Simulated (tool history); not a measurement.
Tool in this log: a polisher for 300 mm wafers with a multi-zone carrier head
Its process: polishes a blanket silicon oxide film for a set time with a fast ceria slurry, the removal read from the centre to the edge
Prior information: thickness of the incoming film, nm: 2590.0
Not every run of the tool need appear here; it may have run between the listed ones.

| run | hour | flow of slurry (ml/min) | pressure of the head's centre zone | pressure of the head's middle zone | pressure of the head's edge zone | polishing time (s) | film removed at the wafer's centre (nm) | film removed at mid-radius (nm) | film removed at the wafer's edge (nm) |
|---|---|---|---|---|---|---|---|---|---|
| 1 | 0 | 205 | 1 | 1 | 1 | 43 | 577.16 | 563.37 | 568.19 |
| 2 | 7 | 205 | 1 | 1 | 1.03 | 43 | 568.59 | 574.75 | 586.09 |
| 3 | 9.8 | 205 | 1 | 1 | 1.03 | 33 | 438 | 433.1 | 442.07 |
| 4 | 10.8 | 205 | 1 | 1 | 1.09 | 33 | 443.2 | 437.24 | 462.8 |
| 5 | 16.4 | 205 | 1 | 1 | 1.01 | 33 | 440.4 | 437.79 | 435.32 |
| 6 | 21.2 | 205 | 0.92 | 1 | 1.01 | 33 | 405.09 | 433.93 | 450.04 |
| 7 | 29.5 | 210 | 0.95 | 1 | 1.02 | 34 | 434.13 | 446.29 | 459.07 |
| 8 | 32.7 | 220 | 0.97 | 1 | 1.03 | 35 | 462.09 | 463.17 | 487.1 |
| 9 | 37.6 | 230 | 0.99 | 1.01 | 1.03 | 36 | 479.49 | 499.14 | 491.68 |
| 10 | 43.8 | 235 | 1.01 | 1 | 1.04 | 37 | 507.48 | 506.13 | 498.6 |
| 11 | 51.9 | 235 | 1.01 | 1 | 1.04 | 37 | 507.75 | 495.32 | 503.43 |
| 12 | 52.6 | 240 | 1.03 | 1 | 1.05 | 38 | 537.12 | 509.39 | 523.73 |
| 13 | 55.6 | 245 | 1.05 | 1 | 1.06 | 39 | 563.43 | 526.83 | 552.52 |
| 14 | 63.7 | 250 | 1.07 | 1 | 1.06 | 40 | 588.59 | 544.3 | 545.03 |
| 15 | 69 | 255 | 1.08 | 1 | 1.07 | 41 | 611.61 | 554.75 | 581.7 |

Expected results for the next run?
| 16 | 71.1 | 260 | 1.09 | 1 | 1.07 | 41 | ? | ? | ? |

{"run 16": {"film removed at the wafer's centre (nm)": 620.91, "film removed at mid-radius (nm)": 559.69, "film removed at the wafer's edge (nm)": 584.89}}

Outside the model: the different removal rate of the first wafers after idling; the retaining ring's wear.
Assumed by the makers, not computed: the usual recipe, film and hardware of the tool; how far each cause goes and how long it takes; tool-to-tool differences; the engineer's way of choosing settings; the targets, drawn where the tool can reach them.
